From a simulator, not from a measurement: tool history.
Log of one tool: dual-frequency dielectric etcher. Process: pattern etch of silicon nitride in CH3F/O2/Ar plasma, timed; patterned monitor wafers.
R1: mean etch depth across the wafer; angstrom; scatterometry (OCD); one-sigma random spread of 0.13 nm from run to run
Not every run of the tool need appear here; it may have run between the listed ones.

run 1 hour=0.0 | source_power_(kW)=0.440 bias_power_(kW)=0.073 etch_time_(s)=46.5 | R1=329.92
run 2 hour=3.3 | source_power_(kW)=0.440 bias_power_(kW)=0.078 etch_time_(s)=46.5 | R1=334.78
run 3 hour=10.3 | source_power_(kW)=0.440 bias_power_(kW)=0.073 etch_time_(s)=46.5 | R1=333.52
run 4 hour=17.7 | source_power_(kW)=0.440 bias_power_(kW)=0.082 etch_time_(s)=46.5 | R1=342.56
run 5 hour=23.2 | source_power_(kW)=0.440 bias_power_(kW)=0.071 etch_time_(s)=46.5 | R1=328.11
run 6 hour=32.1 | source_power_(kW)=0.400 bias_power_(kW)=0.064 etch_time_(s)=45.5 | R1=297.91
run 7 hour=34.6 | source_power_(kW)=0.360 bias_power_(kW)=0.062 etch_time_(s)=45.5 | R1=279.81
run 8 hour=39.7 | source_power_(kW)=0.340 bias_power_(kW)=0.061 etch_time_(s)=45.5 | R1=271.66
run 9 hour=43.3 | source_power_(kW)=0.330 bias_power_(kW)=0.060 etch_time_(s)=45.5 | R1=269.58

Expected results for the next run?
run 10 hour=46.6 | source_power_(kW)=0.320 bias_power_(kW)=0.059 etch_time_(s)=45.5 | R1=?

{"run 10": {"R1": 263.36}}
